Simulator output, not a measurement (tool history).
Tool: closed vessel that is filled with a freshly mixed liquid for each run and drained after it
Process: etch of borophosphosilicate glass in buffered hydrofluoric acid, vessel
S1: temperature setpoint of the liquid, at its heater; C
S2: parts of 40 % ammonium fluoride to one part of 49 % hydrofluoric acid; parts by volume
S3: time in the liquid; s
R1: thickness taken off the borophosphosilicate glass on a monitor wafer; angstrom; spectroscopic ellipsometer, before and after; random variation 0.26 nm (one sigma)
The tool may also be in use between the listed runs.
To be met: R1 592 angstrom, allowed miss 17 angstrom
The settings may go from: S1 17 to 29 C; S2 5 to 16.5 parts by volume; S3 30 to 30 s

{"run": 1, "day": 0.0, "S1": 21, "S2": 10, "S3": 30, "R1": 273.15}
{"run": 2, "day": 0.333, "S1": 22, "S2": 9.5, "S3": 30, "R1": 305.22}
{"run": 3, "day": 0.521, "S1": 22, "S2": 9.5, "S3": 30, "R1": 305.23}
{"run": 4, "day": 0.642, "S1": 18.5, "S2": 9.5, "S3": 30, "R1": 252.26}
{"run": 5, "day": 0.717, "S1": 18.5, "S2": 9.5, "S3": 30, "R1": 252.88}
{"run": 6, "day": 0.858, "S1": 19.5, "S2": 9, "S3": 30, "R1": 276.56}
{"run": 7, "day": 1.038, "S1": 20.5, "S2": 8.5, "S3": 30, "R1": 305.31}
{"run": 8, "day": 1.233, "S1": 20.5, "S2": 8.5, "S3": 30, "R1": 303.09}
{"run": 9, "day": 1.425, "S1": 21.5, "S2": 8, "S3": 30, "R1": 337.82}
{"run": 10, "day": 1.529, "S1": 25.5, "S2": 6, "S3": 30, "R1": 570.15}

5 next moves are on the table. One of them brings every result within its allowed miss. Which?
{"run": "A", "day": 1.633, "S1": 26.5, "S2": 6.5, "S3": 30, "R1": "?"}
{"run": "B", "day": 1.633, "S1": 25.5, "S2": 6.5, "S3": 30, "R1": "?"}
{"run": "C", "day": 1.633, "S1": 25, "S2": 5.5, "S3": 30, "R1": "?"}
{"run": "D", "day": 1.633, "S1": 27.5, "S2": 7, "S3": 30, "R1": "?"}
{"run": "E", "day": 1.633, "S1": 26.5, "S2": 7, "S3": 30, "R1": "?"}

move=A R1=560.74
move=B R1=531.76
move=C R1=600.05
move=D R1=545.13
move=E R1=517.11
A: further off than the last run
B: further off than the last run
C: meets every target
D: further off than the last run
E: further off than the last run
Answer: C
